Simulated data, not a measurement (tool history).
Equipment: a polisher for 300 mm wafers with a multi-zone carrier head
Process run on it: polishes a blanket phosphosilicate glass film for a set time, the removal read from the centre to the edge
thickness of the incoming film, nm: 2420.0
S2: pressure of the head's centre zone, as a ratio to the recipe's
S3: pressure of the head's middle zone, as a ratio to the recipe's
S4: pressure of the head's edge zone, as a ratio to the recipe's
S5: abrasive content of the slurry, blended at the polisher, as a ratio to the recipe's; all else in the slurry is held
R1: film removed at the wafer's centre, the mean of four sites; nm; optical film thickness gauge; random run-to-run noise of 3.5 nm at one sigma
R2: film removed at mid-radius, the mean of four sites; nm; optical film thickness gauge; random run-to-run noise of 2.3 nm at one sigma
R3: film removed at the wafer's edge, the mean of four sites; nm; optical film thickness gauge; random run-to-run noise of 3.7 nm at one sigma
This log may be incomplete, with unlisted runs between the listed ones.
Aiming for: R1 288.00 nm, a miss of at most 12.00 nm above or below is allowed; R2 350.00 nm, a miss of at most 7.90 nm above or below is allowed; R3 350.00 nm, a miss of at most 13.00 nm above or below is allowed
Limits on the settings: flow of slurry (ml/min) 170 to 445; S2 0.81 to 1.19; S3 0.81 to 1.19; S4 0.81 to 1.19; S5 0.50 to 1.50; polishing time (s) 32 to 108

{"run": 1, "hour": 0.0, "flow of slurry (ml/min)": 285, "S2": 1.0, "S3": 1.0, "S4": 1.0, "S5": 1.0, "polishing time (s)": 70, "R1": 517.06, "R2": 503.24, "R3": 515.71}
{"run": 2, "hour": 6.9, "flow of slurry (ml/min)": 285, "S2": 1.0, "S3": 1.0, "S4": 1.0, "S5": 0.9, "polishing time (s)": 70, "R1": 480.4, "R2": 479.01, "R3": 504.98}
{"run": 3, "hour": 12.7, "flow of slurry (ml/min)": 285, "S2": 1.0, "S3": 1.0, "S4": 0.97, "S5": 0.9, "polishing time (s)": 70, "R1": 480.88, "R2": 483.15, "R3": 505.31}
{"run": 4, "hour": 18.0, "flow of slurry (ml/min)": 290, "S2": 1.0, "S3": 1.03, "S4": 0.96, "S5": 0.8, "polishing time (s)": 65, "R1": 437.35, "R2": 438.37, "R3": 430.89}
{"run": 5, "hour": 18.6, "flow of slurry (ml/min)": 290, "S2": 1.0, "S3": 1.03, "S4": 0.96, "S5": 0.8, "polishing time (s)": 76, "R1": 515.65, "R2": 519.86, "R3": 510.5}
{"run": 6, "hour": 27.1, "flow of slurry (ml/min)": 290, "S2": 0.96, "S3": 1.02, "S4": 0.95, "S5": 0.7, "polishing time (s)": 72, "R1": 435.43, "R2": 456.06, "R3": 457.4}
{"run": 7, "hour": 32.8, "flow of slurry (ml/min)": 290, "S2": 0.92, "S3": 1.02, "S4": 0.93, "S5": 0.65, "polishing time (s)": 70, "R1": 399.44, "R2": 435.34, "R3": 428.56}
{"run": 8, "hour": 37.9, "flow of slurry (ml/min)": 220, "S2": 0.82, "S3": 1.01, "S4": 0.96, "S5": 0.5, "polishing time (s)": 59, "R1": 260.62, "R2": 323.13, "R3": 322.02}
{"run": 9, "hour": 43.5, "flow of slurry (ml/min)": 245, "S2": 0.83, "S3": 1.02, "S4": 0.97, "S5": 0.5, "polishing time (s)": 59, "R1": 272.43, "R2": 323.88, "R3": 328.62}
{"run": 10, "hour": 49.8, "flow of slurry (ml/min)": 255, "S2": 0.83, "S3": 1.04, "S4": 0.98, "S5": 0.5, "polishing time (s)": 59, "R1": 271.89, "R2": 329.52, "R3": 329.5}
{"run": 11, "hour": 55.9, "flow of slurry (ml/min)": 265, "S2": 0.83, "S3": 1.05, "S4": 0.99, "S5": 0.5, "polishing time (s)": 59, "R1": 266.68, "R2": 337.39, "R3": 329.69}
{"run": 12, "hour": 59.2, "flow of slurry (ml/min)": 285, "S2": 0.9, "S3": 1.04, "S4": 1.06, "S5": 0.55, "polishing time (s)": 59, "R1": 309.82, "R2": 349.06, "R3": 357.32}
{"run": 13, "hour": 61.3, "flow of slurry (ml/min)": 285, "S2": 0.9, "S3": 1.04, "S4": 1.06, "S5": 0.55, "polishing time (s)": 59, "R1": 303.83, "R2": 350.36, "R3": 360.06}

Of the 4 settings listed for the next run, only one would bring every result within its allowed miss of target. Which one?
{"run": "A", "hour": 63.4, "flow of slurry (ml/min)": 245, "S2": 0.88, "S3": 1.1, "S4": 1.11, "S5": 0.5, "polishing time (s)": 59, "R1": "?", "R2": "?", "R3": "?"}
{"run": "B", "hour": 63.4, "flow of slurry (ml/min)": 320, "S2": 0.98, "S3": 1.13, "S4": 1.12, "S5": 0.8, "polishing time (s)": 47, "R1": "?", "R2": "?", "R3": "?"}
{"run": "C", "hour": 63.4, "flow of slurry (ml/min)": 315, "S2": 0.9, "S3": 1.0, "S4": 1.1, "S5": 0.65, "polishing time (s)": 57, "R1": "?", "R2": "?", "R3": "?"}
{"run": "D", "hour": 63.4, "flow of slurry (ml/min)": 280, "S2": 0.89, "S3": 1.0, "S4": 1.04, "S5": 0.7, "polishing time (s)": 55, "R1": "?", "R2": "?", "R3": "?"}

move=A R1=282.23 R2=346.08 R3=351.29
move=B R1=308.15 R2=345.97 R3=343.18
move=C R1=315.56 R2=348.39 R3=380.63
move=D R1=307.18 R2=343.32 R3=365.53
A: meets every target
B: moves away from the targets compared with the last run
C: moves away from the targets compared with the last run
D: moves away from the targets compared with the last run
Correct choice: A, which meets every target
